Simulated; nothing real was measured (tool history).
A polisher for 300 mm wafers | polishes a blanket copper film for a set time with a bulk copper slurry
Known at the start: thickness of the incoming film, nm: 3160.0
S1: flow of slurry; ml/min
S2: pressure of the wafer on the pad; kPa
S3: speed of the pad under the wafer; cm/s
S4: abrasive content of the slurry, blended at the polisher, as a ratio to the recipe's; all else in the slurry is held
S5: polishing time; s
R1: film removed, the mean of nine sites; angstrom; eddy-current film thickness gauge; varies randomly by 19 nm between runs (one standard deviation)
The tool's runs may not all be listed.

run	day	S1	S2	S3	S4	S5	R1
1	0	145	20.7	134	1	68	8239.1
2	0.092	145	20.7	146	1	68	9059.3
3	0.467	165	20.7	146	1	68	9343.5
4	0.538	165	22.1	146	1	68	9954.8
5	0.738	165	22.1	146	1	71	10244
6	0.962	145	22.1	146	1	71	10161
7	1.167	145	23.4	146	1	71	10559

Run 8 comes next. What will it give?
8	1.5	150	24.8	146	1	71	?

Run 8 produced R1 11252 angstrom.
